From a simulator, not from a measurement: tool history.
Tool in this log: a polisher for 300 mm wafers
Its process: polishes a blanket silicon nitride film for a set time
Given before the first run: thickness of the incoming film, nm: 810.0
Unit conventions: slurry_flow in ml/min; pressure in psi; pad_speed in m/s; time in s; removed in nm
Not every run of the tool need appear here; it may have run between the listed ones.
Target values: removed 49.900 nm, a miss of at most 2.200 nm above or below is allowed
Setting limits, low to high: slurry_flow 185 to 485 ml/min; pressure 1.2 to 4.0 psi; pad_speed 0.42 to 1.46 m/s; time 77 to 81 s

run	day	slurry_flow	pressure	pad_speed	time	removed
1	0.000	310	2.6	0.94	77	92.733
2	0.242	310	2.4	0.92	77	87.148
3	0.546	255	2.4	0.92	77	84.000
4	0.854	255	3.0	0.92	77	99.135
5	0.996	250	2.7	0.88	77	92.431
6	1.050	250	2.7	0.70	77	77.964
7	1.112	250	2.5	0.68	77	73.123
8	1.238	250	2.3	0.66	77	69.667
9	1.404	250	2.1	0.64	77	64.413

Below are 4 possible settings for the next run. Only one of them brings all results inside the allowed miss of their targets. Which is it?
A	1.571	235	1.3	0.54	78	?
B	1.571	260	1.4	0.46	81	?
C	1.571	185	1.4	0.48	81	?
D	1.571	185	1.7	0.58	77	?

move	removed
A	42.323
B	43.127
C	42.269
D	49.577
A: pushes the last run's worst result past its target
B: pushes the last run's worst result past its target
C: pushes the last run's worst result past its target
D: all results land within tolerance of their targets
D meets every target.
